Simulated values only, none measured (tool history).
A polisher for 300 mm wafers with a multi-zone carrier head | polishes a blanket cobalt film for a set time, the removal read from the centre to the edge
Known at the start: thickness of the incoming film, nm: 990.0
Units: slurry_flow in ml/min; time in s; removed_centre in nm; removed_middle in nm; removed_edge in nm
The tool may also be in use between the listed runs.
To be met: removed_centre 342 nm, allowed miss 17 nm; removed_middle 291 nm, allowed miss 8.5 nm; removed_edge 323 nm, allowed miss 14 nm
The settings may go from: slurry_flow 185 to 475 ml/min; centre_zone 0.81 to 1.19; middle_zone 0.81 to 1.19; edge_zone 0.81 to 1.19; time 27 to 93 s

run 1 hour=0 | slurry_flow=305 centre_zone=1 middle_zone=1 edge_zone=1 time=59 | removed_centre=244.27 removed_middle=247.38 removed_edge=251.35
run 2 hour=4.3 | slurry_flow=305 centre_zone=1.03 middle_zone=1 edge_zone=1.03 time=61 | removed_centre=257.03 removed_middle=259.86 removed_edge=264.33
run 3 hour=5.5 | slurry_flow=310 centre_zone=1.06 middle_zone=0.98 edge_zone=1.04 time=63 | removed_centre=275.1 removed_middle=260.57 removed_edge=275.55
run 4 hour=9.5 | slurry_flow=240 centre_zone=1.06 middle_zone=0.98 edge_zone=1.04 time=63 | removed_centre=267.83 removed_middle=255.27 removed_edge=263.42
run 5 hour=15.2 | slurry_flow=260 centre_zone=1.09 middle_zone=0.98 edge_zone=1.06 time=64 | removed_centre=281.68 removed_middle=260.12 removed_edge=279.89
run 6 hour=21.4 | slurry_flow=260 centre_zone=1.09 middle_zone=1.06 edge_zone=1.06 time=64 | removed_centre=279.07 removed_middle=275.84 removed_edge=273.73
run 7 hour=25.2 | slurry_flow=275 centre_zone=1.11 middle_zone=1.05 edge_zone=1.07 time=65 | removed_centre=304.49 removed_middle=284.68 removed_edge=284.68
run 8 hour=31.8 | slurry_flow=290 centre_zone=1.12 middle_zone=1.04 edge_zone=1.09 time=65 | removed_centre=301.63 removed_middle=283.71 removed_edge=286.4

4 next moves are on the table. One of them brings every result within its allowed miss. Which?
run A hour=38.4 | slurry_flow=250 centre_zone=1.12 middle_zone=1.01 edge_zone=1.13 time=65 | removed_centre=? removed_middle=? removed_edge=?
run B hour=38.4 | slurry_flow=275 centre_zone=1.19 middle_zone=0.94 edge_zone=1.07 time=69 | removed_centre=? removed_middle=? removed_edge=?
run C hour=38.4 | slurry_flow=235 centre_zone=1.17 middle_zone=0.96 edge_zone=1.12 time=73 | removed_centre=? removed_middle=? removed_edge=?
run D hour=38.4 | slurry_flow=275 centre_zone=1.08 middle_zone=0.87 edge_zone=1.18 time=78 | removed_centre=? removed_middle=? removed_edge=?

move=A removed_centre=293.68 removed_middle=274.2 removed_edge=290.51
move=B removed_centre=335.66 removed_middle=277.27 removed_edge=303.03
move=C removed_centre=341.26 removed_middle=292.45 removed_edge=322.9
move=D removed_centre=343.97 removed_middle=294.05 removed_edge=360.46
A: further off than the last run
B: nearer than the last run, and not there yet
C: meets every target
D: takes the result that was furthest off past its target
Answer: C
